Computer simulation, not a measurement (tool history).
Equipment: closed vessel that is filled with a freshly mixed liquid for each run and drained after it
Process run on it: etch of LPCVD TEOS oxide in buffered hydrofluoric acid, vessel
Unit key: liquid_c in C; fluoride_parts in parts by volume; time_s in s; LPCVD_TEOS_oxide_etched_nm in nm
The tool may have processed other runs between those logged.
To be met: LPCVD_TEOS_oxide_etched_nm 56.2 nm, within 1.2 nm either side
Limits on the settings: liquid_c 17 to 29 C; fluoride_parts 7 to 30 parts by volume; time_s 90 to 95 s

run,hour,liquid_c,fluoride_parts,time_s,LPCVD_TEOS_oxide_etched_nm
1,0,21,19,90,79.777
2,6.7,24.5,19,90,95.318
3,10.9,24.5,16,90,113.28
4,16.5,24.5,13.5,90,134.22
5,24.7,24.5,10,90,182.24
6,33.4,22,10,90,157.35
7,38,21,12.5,90,120.15
8,40.9,20,14.5,90,96.598
9,44.7,19.5,15.5,90,87.97
10,51.9,19,16.5,90,81.513
11,52.8,18.5,17.5,90,74.15
12,54.7,18,18,90,70.495
13,60.2,18,18.5,90,68.192
14,61.4,18,19,90,67.225
15,68.4,18,19,90,66.456
16,76.7,18,19.5,90,65.425
17,84.9,18,20,90,63.587
18,91.2,18,20.5,90,62.333
19,98.3,17.5,21,90,59.722

Which single option among these 4 for the next run brings every result within its allowed miss of target? Just one does.
A,105.4,17.5,21.5,95,?
B,105.4,17,20.5,95,?
C,105.4,17,19.5,95,?
D,105.4,17,22,90,?

move,LPCVD_TEOS_oxide_etched_nm
A,62.353
B,62.622
C,65.314
D,56.5
A: the biggest miss grows against the last run
B: the biggest miss grows against the last run
C: the biggest miss grows against the last run
D: every result lands within tolerance
Correct choice: D, which meets every target
